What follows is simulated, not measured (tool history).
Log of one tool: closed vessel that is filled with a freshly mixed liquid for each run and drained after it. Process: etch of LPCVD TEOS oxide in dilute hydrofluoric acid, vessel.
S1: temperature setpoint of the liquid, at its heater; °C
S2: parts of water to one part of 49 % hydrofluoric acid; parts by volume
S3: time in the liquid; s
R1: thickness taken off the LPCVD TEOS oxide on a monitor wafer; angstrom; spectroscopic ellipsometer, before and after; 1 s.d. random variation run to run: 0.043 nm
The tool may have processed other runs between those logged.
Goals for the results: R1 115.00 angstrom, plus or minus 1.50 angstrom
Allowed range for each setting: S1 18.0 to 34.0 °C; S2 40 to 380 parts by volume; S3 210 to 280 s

Run 1, hour 0.0: S1 26.0 °C, S2 210 parts by volume, S3 280 s. Result: R1 224.04 angstrom.
Run 2, hour 6.3: S1 26.0 °C, S2 255 parts by volume, S3 280 s. Result: R1 174.92 angstrom.
Run 3, hour 7.3: S1 25.0 °C, S2 260 parts by volume, S3 280 s. Result: R1 165.52 angstrom.
Run 4, hour 12.8: S1 25.0 °C, S2 260 parts by volume, S3 280 s. Result: R1 164.17 angstrom.
Run 5, hour 19.2: S1 24.0 °C, S2 265 parts by volume, S3 280 s. Result: R1 156.50 angstrom.
Run 6, hour 21.7: S1 23.0 °C, S2 270 parts by volume, S3 280 s. Result: R1 146.40 angstrom.
Run 7, hour 28.0: S1 22.5 °C, S2 270 parts by volume, S3 280 s. Result: R1 144.68 angstrom.
Run 8, hour 34.5: S1 22.0 °C, S2 275 parts by volume, S3 280 s. Result: R1 137.75 angstrom.
Run 9, hour 40.5: S1 21.5 °C, S2 275 parts by volume, S3 280 s. Result: R1 136.23 angstrom.
Run 10, hour 48.2: S1 21.0 °C, S2 275 parts by volume, S3 280 s. Result: R1 133.45 angstrom.
Run 11, hour 56.8: S1 20.5 °C, S2 275 parts by volume, S3 280 s. Result: R1 130.29 angstrom.
Run 12, hour 59.3: S1 20.5 °C, S2 275 parts by volume, S3 280 s. Result: R1 131.26 angstrom.
Run 13, hour 63.8: S1 20.0 °C, S2 275 parts by volume, S3 280 s. Result: R1 128.38 angstrom.
Run 14, hour 71.4: S1 19.5 °C, S2 275 parts by volume, S3 280 s. Result: R1 126.14 angstrom.
Run 15, hour 74.3: S1 18.5 °C, S2 280 parts by volume, S3 280 s. Result: R1 119.34 angstrom.

Pick the move, out of 4, that brings all results within their allowed miss; only one does.
Run A, hour 77.2: S1 20.5 °C, S2 285 parts by volume, S3 250 s. Result: R1 ?.
Run B, hour 77.2: S1 18.0 °C, S2 230 parts by volume, S3 240 s. Result: R1 ?.
Run C, hour 77.2: S1 18.0 °C, S2 210 parts by volume, S3 210 s. Result: R1 ?.
Run D, hour 77.2: S1 19.5 °C, S2 270 parts by volume, S3 250 s. Result: R1 ?.

move      R1
   A  111.44
   B  126.84
   C  123.81
   D  114.92
A: moves the result that the last run missed by most past its target, out the other side
B: its largest miss is bigger than the last run's
C: its largest miss is bigger than the last run's
D: all results in spec
Move D is the one to make.
